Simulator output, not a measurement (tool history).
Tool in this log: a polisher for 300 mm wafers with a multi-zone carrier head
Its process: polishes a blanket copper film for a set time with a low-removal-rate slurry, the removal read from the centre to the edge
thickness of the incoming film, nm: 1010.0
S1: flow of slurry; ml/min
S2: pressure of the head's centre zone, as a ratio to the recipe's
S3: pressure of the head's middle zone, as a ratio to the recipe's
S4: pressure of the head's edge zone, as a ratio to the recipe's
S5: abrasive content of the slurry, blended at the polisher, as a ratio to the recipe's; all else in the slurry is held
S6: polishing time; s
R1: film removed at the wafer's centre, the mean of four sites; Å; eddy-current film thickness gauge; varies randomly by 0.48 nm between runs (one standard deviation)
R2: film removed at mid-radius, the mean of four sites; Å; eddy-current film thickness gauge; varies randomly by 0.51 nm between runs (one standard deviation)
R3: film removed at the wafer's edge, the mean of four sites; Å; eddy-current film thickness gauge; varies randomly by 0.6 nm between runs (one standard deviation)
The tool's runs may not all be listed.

run 1 hour=0 | S1=230 S2=1 S3=1 S4=1 S5=1 S6=38 | R1=949.67 R2=952.43 R3=939.02
run 2 hour=6 | S1=230 S2=1 S3=1 S4=0.98 S5=0.95 S6=37 | R1=911.2 R2=906.69 R3=894.09
run 3 hour=14.7 | S1=230 S2=1 S3=1 S4=0.96 S5=0.9 S6=36 | R1=884.1 R2=864.8 R3=840.2
run 4 hour=18.1 | S1=230 S2=1 S3=1.04 S4=0.96 S5=0.9 S6=36 | R1=884.47 R2=913.46 R3=861.8
run 5 hour=24.9 | S1=230 S2=1 S3=1.04 S4=0.96 S5=1 S6=36 | R1=903.74 R2=922.77 R3=875.09
run 6 hour=30.1 | S1=230 S2=1 S3=1.04 S4=0.96 S5=1 S6=27 | R1=663.77 R2=684.56 R3=652.38
run 7 hour=37.8 | S1=230 S2=1 S3=1.04 S4=0.95 S5=1 S6=27 | R1=674.44 R2=688.14 R3=651.12

Run 8 is up next; what results do you expect?
run 8 hour=43.1 | S1=230 S2=1 S3=1.04 S4=0.95 S5=1 S6=27 | R1=? R2=? R3=?

R1: 680.33 Å
R2: 686.14 Å
R3: 654.41 Å
